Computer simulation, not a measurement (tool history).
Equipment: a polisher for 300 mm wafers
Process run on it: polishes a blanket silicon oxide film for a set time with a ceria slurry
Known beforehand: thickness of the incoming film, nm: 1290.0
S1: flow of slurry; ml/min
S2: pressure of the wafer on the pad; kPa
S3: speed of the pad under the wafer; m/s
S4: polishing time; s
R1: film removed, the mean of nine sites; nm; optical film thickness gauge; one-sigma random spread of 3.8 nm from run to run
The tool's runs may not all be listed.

run,hour,S1,S2,S3,S4,R1
1,0.0,270,15.9,1.20,81,249.24
2,8.8,270,15.9,1.02,81,217.14
3,11.2,270,15.9,1.26,81,259.14
4,15.1,270,17.2,1.26,81,278.99
5,23.9,310,17.2,1.26,81,284.93
6,26.1,310,17.2,1.00,81,233.53
7,32.1,310,19.3,1.02,81,262.14
8,37.8,310,20.7,1.02,81,275.94

Run 9 comes next. What will it give?
9,45.0,315,22.1,1.02,81,?

{"run 9": {"R1": 299.29}}

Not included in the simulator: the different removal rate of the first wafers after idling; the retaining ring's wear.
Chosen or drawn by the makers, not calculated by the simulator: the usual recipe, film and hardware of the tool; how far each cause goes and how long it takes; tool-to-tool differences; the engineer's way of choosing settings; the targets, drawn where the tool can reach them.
